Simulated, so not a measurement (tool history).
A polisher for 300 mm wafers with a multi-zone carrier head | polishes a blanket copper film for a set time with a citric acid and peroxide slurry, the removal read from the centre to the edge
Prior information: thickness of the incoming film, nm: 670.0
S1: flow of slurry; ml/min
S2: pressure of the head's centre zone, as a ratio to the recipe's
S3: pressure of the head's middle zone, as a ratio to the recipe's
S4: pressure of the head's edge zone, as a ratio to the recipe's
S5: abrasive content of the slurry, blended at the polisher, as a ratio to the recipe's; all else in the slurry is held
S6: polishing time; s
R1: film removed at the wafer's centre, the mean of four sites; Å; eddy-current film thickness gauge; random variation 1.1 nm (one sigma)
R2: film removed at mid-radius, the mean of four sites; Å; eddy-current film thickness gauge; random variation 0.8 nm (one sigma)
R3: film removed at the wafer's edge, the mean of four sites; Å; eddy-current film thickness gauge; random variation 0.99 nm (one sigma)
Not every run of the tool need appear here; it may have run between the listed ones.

{"run": 1, "hour": 0.0, "S1": 150, "S2": 1, "S3": 1, "S4": 1, "S5": 1, "S6": 77, "R1": 1149.4, "R2": 1167.4, "R3": 1149.4}
{"run": 2, "hour": 2.3, "S1": 115, "S2": 1, "S3": 1, "S4": 1, "S5": 1, "S6": 77, "R1": 1061, "R2": 1091, "R3": 1109.3}
{"run": 3, "hour": 8.0, "S1": 115, "S2": 1, "S3": 1, "S4": 1, "S5": 0.85, "S6": 77, "R1": 1009.9, "R2": 1043.8, "R3": 1043.6}
{"run": 4, "hour": 16.6, "S1": 135, "S2": 1, "S3": 0.97, "S4": 1.06, "S5": 1.05, "S6": 78, "R1": 1150.8, "R2": 1146, "R3": 1202.2}
{"run": 5, "hour": 17.7, "S1": 135, "S2": 1.06, "S3": 0.97, "S4": 1.06, "S5": 1.05, "S6": 78, "R1": 1217.4, "R2": 1140, "R3": 1192.4}
{"run": 6, "hour": 25.1, "S1": 110, "S2": 1.06, "S3": 0.97, "S4": 1.06, "S5": 1.05, "S6": 78, "R1": 1150.3, "R2": 1086.9, "R3": 1152.3}
{"run": 7, "hour": 34.0, "S1": 150, "S2": 0.96, "S3": 0.87, "S4": 1.16, "S5": 1.3, "S6": 85, "R1": 1322.5, "R2": 1225, "R3": 1478}

Run 8 has not been measured yet. What should we expect?
{"run": 8, "hour": 37.1, "S1": 165, "S2": 0.95, "S3": 0.86, "S4": 1.17, "S5": 1.35, "S6": 85, "R1": "?", "R2": "?", "R3": "?"}

Run 8 gave R1 1341.7 Å, R2 1247.3 Å, R3 1504.4 Å.
